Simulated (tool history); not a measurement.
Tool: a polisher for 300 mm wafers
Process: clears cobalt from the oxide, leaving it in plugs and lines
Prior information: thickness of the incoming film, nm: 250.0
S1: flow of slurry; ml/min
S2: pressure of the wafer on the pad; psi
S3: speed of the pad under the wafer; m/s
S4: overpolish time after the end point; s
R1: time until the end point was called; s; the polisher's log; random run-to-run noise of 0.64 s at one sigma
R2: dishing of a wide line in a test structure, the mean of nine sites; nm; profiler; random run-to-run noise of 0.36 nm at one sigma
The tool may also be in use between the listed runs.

{"run": 1, "hour": 0.0, "S1": 185, "S2": 2.3, "S3": 1.14, "S4": 23, "R1": 50.837, "R2": 48.598}
{"run": 2, "hour": 7.8, "S1": 185, "S2": 2.3, "S3": 1.38, "S4": 23, "R1": 41.788, "R2": 50.966}
{"run": 3, "hour": 11.8, "S1": 185, "S2": 2.3, "S3": 1.64, "S4": 23, "R1": 36.097, "R2": 54.225}
{"run": 4, "hour": 19.6, "S1": 195, "S2": 2.1, "S3": 1.56, "S4": 20, "R1": 40.076, "R2": 51.349}
{"run": 5, "hour": 25.8, "S1": 180, "S2": 2.2, "S3": 1.36, "S4": 18, "R1": 44.952, "R2": 46.515}
{"run": 6, "hour": 29.8, "S1": 165, "S2": 2.2, "S3": 1.26, "S4": 16, "R1": 48.461, "R2": 44.177}
{"run": 7, "hour": 37.5, "S1": 155, "S2": 2.2, "S3": 1.18, "S4": 14, "R1": 51.817, "R2": 38.347}
{"hour": 38.4, "done": "head pressure recalibrated"}
{"run": 8, "hour": 38.4, "S1": 145, "S2": 2.1, "S3": 1.16, "S4": 13, "R1": 50.033, "R2": 38.119}
{"run": 9, "hour": 44.8, "S1": 140, "S2": 1.9, "S3": 1.12, "S4": 12, "R1": 56.575, "R2": 34.682}
{"run": 10, "hour": 49.3, "S1": 140, "S2": 1.8, "S3": 1.12, "S4": 11, "R1": 58.453, "R2": 31.888}
{"run": 11, "hour": 55.9, "S1": 145, "S2": 1.7, "S3": 1.12, "S4": 11, "R1": 61.281, "R2": 30.055}
{"run": 12, "hour": 64.7, "S1": 155, "S2": 1.6, "S3": 1.12, "S4": 11, "R1": 62.524, "R2": 30.185}
{"run": 13, "hour": 65.6, "S1": 130, "S2": 1.3, "S3": 1.12, "S4": 7, "R1": 72.299, "R2": 19.353}
{"run": 14, "hour": 66.2, "S1": 145, "S2": 1.3, "S3": 1.1, "S4": 7, "R1": 72.215, "R2": 19.361}
{"run": 15, "hour": 67.7, "S1": 145, "S2": 1.4, "S3": 1.08, "S4": 8, "R1": 70.422, "R2": 21.232}
{"run": 16, "hour": 72.9, "S1": 140, "S2": 1.5, "S3": 1.02, "S4": 19, "R1": 72.42, "R2": 39.181}

The next listed run, before its measurement:
{"run": 17, "hour": 76.6, "S1": 160, "S2": 1.5, "S3": 1.02, "S4": 19, "R1": "?", "R2": "?"}

{"run 17": {"R1": 70.743, "R2": 39.056}}
